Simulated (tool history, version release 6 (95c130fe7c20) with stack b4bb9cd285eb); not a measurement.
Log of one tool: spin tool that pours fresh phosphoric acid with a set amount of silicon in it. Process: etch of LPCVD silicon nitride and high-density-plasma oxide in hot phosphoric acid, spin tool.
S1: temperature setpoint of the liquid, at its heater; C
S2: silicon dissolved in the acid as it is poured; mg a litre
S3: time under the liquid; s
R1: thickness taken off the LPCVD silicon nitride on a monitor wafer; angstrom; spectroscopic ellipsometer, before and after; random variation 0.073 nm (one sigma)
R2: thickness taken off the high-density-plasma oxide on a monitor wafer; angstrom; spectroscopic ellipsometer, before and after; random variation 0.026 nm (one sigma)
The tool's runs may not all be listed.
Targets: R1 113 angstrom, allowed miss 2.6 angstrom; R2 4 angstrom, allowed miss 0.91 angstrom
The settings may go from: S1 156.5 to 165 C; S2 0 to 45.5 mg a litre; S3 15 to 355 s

run  hour     S1    S2   S3      R1      R2
  1     0    160    20  180  171.64  4.7825
  2   6.8  158.5    20  180  160.37  4.2196
  3   9.5    158    16  165  144.81  3.7096
  4  11.6    158  10.5  150  132.64  4.0536
  5  15.1    158  20.5  150  132.88   2.908
  6  20.6  157.5    14  145  124.81  3.5402
  7  28.8    157    11  140  119.31  3.7168
  8  32.9    157   9.5  140  120.07  3.6471
  9  41.8    157   9.5  140   118.2  3.4406
 10  49.5    157   9.5  140  119.88  3.8437

4 next moves are on the table. One of them brings every result within its allowed miss. Which?
  A  57.2  157.5   0.5  125   ?   ?
  B  57.2  156.5     0  125   ?   ?
  C  57.2  156.5  10.5  155   ?   ?
  D  57.2    160     8  120   ?   ?

move      R1      R2
   A  109.06  4.1487
   B  105.41  3.8837
   C  130.71  3.8964
   D  113.92  4.1381
A: takes the result that was furthest off past its target
B: takes the result that was furthest off past its target
C: further off than the last run
D: meets every target
The right move is D.
